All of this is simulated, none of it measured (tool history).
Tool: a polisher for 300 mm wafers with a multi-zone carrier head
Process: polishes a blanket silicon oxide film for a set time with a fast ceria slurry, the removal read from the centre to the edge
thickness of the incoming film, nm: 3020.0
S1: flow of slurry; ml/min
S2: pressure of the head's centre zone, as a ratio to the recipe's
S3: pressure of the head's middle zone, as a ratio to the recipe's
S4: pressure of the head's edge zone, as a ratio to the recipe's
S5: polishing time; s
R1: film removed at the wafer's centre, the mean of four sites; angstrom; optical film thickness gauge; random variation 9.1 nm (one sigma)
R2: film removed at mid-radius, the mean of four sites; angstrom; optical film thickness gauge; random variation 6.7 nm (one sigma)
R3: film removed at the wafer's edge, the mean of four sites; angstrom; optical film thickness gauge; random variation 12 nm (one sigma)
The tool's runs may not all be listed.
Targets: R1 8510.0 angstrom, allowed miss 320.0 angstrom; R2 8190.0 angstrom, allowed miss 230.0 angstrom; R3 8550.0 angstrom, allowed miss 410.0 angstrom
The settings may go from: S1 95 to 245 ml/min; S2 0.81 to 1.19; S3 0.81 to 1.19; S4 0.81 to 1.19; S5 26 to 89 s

run 1 day=0.000 | S1=155 S2=1.00 S3=1.00 S4=1.00 S5=57 | R1=12350.0 R2=12419.0 R3=12048.0
run 2 day=0.117 | S1=155 S2=0.94 S3=1.00 S4=1.00 S5=57 | R1=11469.0 R2=12367.0 R3=11992.0
run 3 day=0.292 | S1=155 S2=0.94 S3=1.00 S4=1.04 S5=57 | R1=11599.0 R2=12097.0 R3=12127.0
run 4 day=0.550 | S1=155 S2=0.86 S3=1.00 S4=1.04 S5=57 | R1=10747.0 R2=12242.0 R3=12180.0
run 5 day=0.792 | S1=155 S2=0.93 S3=1.00 S4=1.04 S5=57 | R1=11299.0 R2=12398.0 R3=12256.0
run 6 day=0.975 | S1=150 S2=0.92 S3=0.99 S4=1.02 S5=56 | R1=11156.0 R2=11911.0 R3=11655.0
run 7 day=1.150 | S1=110 S2=0.82 S3=0.89 S4=0.95 S5=43 | R1=6880.7 R2=7753.3 R3=8309.6
run 8 day=1.492 | S1=115 S2=0.83 S3=0.89 S4=0.94 S5=43 | R1=7169.6 R2=7691.6 R3=8330.5
run 9 day=1.775 | S1=120 S2=0.84 S3=0.89 S4=0.93 S5=43 | R1=7219.7 R2=7982.8 R3=8385.2
run 10 day=2.008 | S1=125 S2=0.85 S3=0.88 S4=0.93 S5=43 | R1=7342.7 R2=7882.7 R3=8810.5
run 11 day=2.271 | S1=125 S2=0.85 S3=0.88 S4=0.93 S5=43 | R1=7452.1 R2=7875.2 R3=8652.2
run 12 day=2.354 | S1=130 S2=0.86 S3=0.88 S4=0.92 S5=43 | R1=7771.8 R2=8046.9 R3=8444.4
run 13 day=2.567 | S1=140 S2=0.88 S3=0.87 S4=0.91 S5=43 | R1=8008.3 R2=8127.5 R3=8611.9
run 14 day=2.704 | S1=140 S2=0.88 S3=0.87 S4=0.91 S5=43 | R1=7918.2 R2=8013.8 R3=8704.7
run 15 day=3.029 | S1=140 S2=0.88 S3=0.87 S4=0.90 S5=43 | R1=7822.0 R2=8149.0 R3=8366.6
run 16 day=3.325 | S1=140 S2=0.89 S3=0.87 S4=0.90 S5=43 | R1=7855.4 R2=8024.2 R3=8690.3

4 next moves are on the table. One of them brings every result within its allowed miss. Which?
run A day=3.621 | S1=115 S2=0.88 S3=0.89 S4=0.90 S5=45 | R1=? R2=? R3=?
run B day=3.621 | S1=105 S2=0.85 S3=0.81 S4=1.02 S5=47 | R1=? R2=? R3=?
run C day=3.621 | S1=105 S2=0.81 S3=0.86 S4=0.99 S5=50 | R1=? R2=? R3=?
run D day=3.621 | S1=150 S2=0.97 S3=0.93 S4=1.01 S5=41 | R1=? R2=? R3=?

move=A R1=8056.9 R2=8114.2 R3=8686.3
move=B R1=7866.9 R2=7629.4 R3=9455.6
move=C R1=7974.4 R2=8526.5 R3=9908.2
move=D R1=8726.1 R2=8182.5 R3=8745.6
A: nearer than the last run, and not there yet
B: further off than the last run
C: further off than the last run
D: meets every target
Answer: D
